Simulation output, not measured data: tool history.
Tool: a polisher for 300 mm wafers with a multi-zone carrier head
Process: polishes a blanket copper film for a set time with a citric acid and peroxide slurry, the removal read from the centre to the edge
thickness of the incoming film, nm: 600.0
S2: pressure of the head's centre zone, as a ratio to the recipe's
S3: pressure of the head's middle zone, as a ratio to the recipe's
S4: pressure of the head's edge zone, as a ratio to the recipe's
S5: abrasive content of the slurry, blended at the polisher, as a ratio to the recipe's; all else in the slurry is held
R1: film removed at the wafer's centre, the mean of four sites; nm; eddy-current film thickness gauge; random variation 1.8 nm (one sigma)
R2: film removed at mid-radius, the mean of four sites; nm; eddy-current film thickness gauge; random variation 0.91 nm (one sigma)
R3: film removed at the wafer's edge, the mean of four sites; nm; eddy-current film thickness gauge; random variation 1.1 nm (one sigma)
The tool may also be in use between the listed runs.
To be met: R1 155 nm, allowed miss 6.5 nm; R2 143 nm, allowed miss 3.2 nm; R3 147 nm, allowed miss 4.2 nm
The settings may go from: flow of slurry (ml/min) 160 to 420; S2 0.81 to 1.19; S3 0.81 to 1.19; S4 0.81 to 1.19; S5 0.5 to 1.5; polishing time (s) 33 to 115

{"run": 1, "hour": 0.0, "flow of slurry (ml/min)": 270, "S2": 1, "S3": 1, "S4": 1, "S5": 1, "polishing time (s)": 73, "R1": 169.68, "R2": 174.84, "R3": 170.48}
{"run": 2, "hour": 5.6, "flow of slurry (ml/min)": 270, "S2": 1, "S3": 1, "S4": 1, "S5": 1, "polishing time (s)": 80, "R1": 179.99, "R2": 189.7, "R3": 182.87}
{"run": 3, "hour": 7.3, "flow of slurry (ml/min)": 265, "S2": 1, "S3": 0.97, "S4": 0.97, "S5": 0.9, "polishing time (s)": 80, "R1": 177.9, "R2": 181.84, "R3": 178.2}
{"run": 4, "hour": 15.9, "flow of slurry (ml/min)": 265, "S2": 1, "S3": 0.97, "S4": 1.03, "S5": 0.9, "polishing time (s)": 80, "R1": 178.96, "R2": 182.3, "R3": 183.63}
{"run": 5, "hour": 16.6, "flow of slurry (ml/min)": 265, "S2": 1.07, "S3": 0.97, "S4": 1.03, "S5": 0.9, "polishing time (s)": 80, "R1": 189.49, "R2": 180.65, "R3": 184.99}
{"run": 6, "hour": 22.9, "flow of slurry (ml/min)": 260, "S2": 1.06, "S3": 0.95, "S4": 1, "S5": 0.8, "polishing time (s)": 79, "R1": 184.6, "R2": 169.48, "R3": 172.34}
{"run": 7, "hour": 23.9, "flow of slurry (ml/min)": 250, "S2": 1.03, "S3": 0.93, "S4": 0.97, "S5": 0.75, "polishing time (s)": 79, "R1": 172.6, "R2": 167.1, "R3": 167}
{"run": 8, "hour": 32.7, "flow of slurry (ml/min)": 215, "S2": 1.05, "S3": 0.83, "S4": 0.88, "S5": 0.5, "polishing time (s)": 77, "R1": 151.87, "R2": 130.61, "R3": 140.08}
{"run": 9, "hour": 35.8, "flow of slurry (ml/min)": 215, "S2": 1.05, "S3": 0.83, "S4": 0.88, "S5": 0.5, "polishing time (s)": 77, "R1": 152.11, "R2": 130.46, "R3": 140.1}
{"run": 10, "hour": 37.4, "flow of slurry (ml/min)": 230, "S2": 1.04, "S3": 0.84, "S4": 0.88, "S5": 0.5, "polishing time (s)": 77, "R1": 153.31, "R2": 131.96, "R3": 139.18}
{"run": 11, "hour": 45.9, "flow of slurry (ml/min)": 230, "S2": 1.04, "S3": 0.85, "S4": 0.89, "S5": 0.5, "polishing time (s)": 77, "R1": 156.18, "R2": 134.4, "R3": 141.27}
{"run": 12, "hour": 53.4, "flow of slurry (ml/min)": 235, "S2": 1.03, "S3": 0.86, "S4": 0.9, "S5": 0.5, "polishing time (s)": 77, "R1": 153.51, "R2": 135.37, "R3": 143.1}
{"run": 13, "hour": 62.0, "flow of slurry (ml/min)": 240, "S2": 1.03, "S3": 0.87, "S4": 0.9, "S5": 0.5, "polishing time (s)": 77, "R1": 153.03, "R2": 138.65, "R3": 142.61}
{"run": 14, "hour": 70.0, "flow of slurry (ml/min)": 245, "S2": 1.03, "S3": 0.87, "S4": 0.91, "S5": 0.5, "polishing time (s)": 77, "R1": 153.22, "R2": 136.5, "R3": 142.02}
{"run": 15, "hour": 72.2, "flow of slurry (ml/min)": 245, "S2": 1.03, "S3": 0.88, "S4": 0.92, "S5": 0.5, "polishing time (s)": 77, "R1": 152.27, "R2": 137.59, "R3": 143.32}

Which of these 5 next moves meets every target?
{"run": "A", "hour": 74.4, "flow of slurry (ml/min)": 260, "S2": 0.99, "S3": 0.85, "S4": 0.92, "S5": 0.5, "polishing time (s)": 77, "R1": "?", "R2": "?", "R3": "?"}
{"run": "B", "hour": 74.4, "flow of slurry (ml/min)": 255, "S2": 1.05, "S3": 0.87, "S4": 0.92, "S5": 0.5, "polishing time (s)": 76, "R1": "?", "R2": "?", "R3": "?"}
{"run": "C", "hour": 74.4, "flow of slurry (ml/min)": 325, "S2": 1.12, "S3": 0.97, "S4": 0.85, "S5": 0.6, "polishing time (s)": 69, "R1": "?", "R2": "?", "R3": "?"}
{"run": "D", "hour": 74.4, "flow of slurry (ml/min)": 250, "S2": 1.06, "S3": 0.91, "S4": 0.91, "S5": 0.5, "polishing time (s)": 74, "R1": "?", "R2": "?", "R3": "?"}
{"run": "E", "hour": 74.4, "flow of slurry (ml/min)": 160, "S2": 1.02, "S3": 0.87, "S4": 0.85, "S5": 0.85, "polishing time (s)": 75, "R1": "?", "R2": "?", "R3": "?"}

move=A R1=149.83 R2=136.78 R3=146.01
move=B R1=156.57 R2=137.16 R3=143.85
move=C R1=163.06 R2=145.47 R3=134.05
move=D R1=153.58 R2=138.07 R3=139.06
move=E R1=159.24 R2=144.71 R3=148.79
A: further off than the last run
B: further off than the last run
C: brings the result that was furthest off to its target, and leaves another outside
D: further off than the last run
E: meets every target
Answer: E
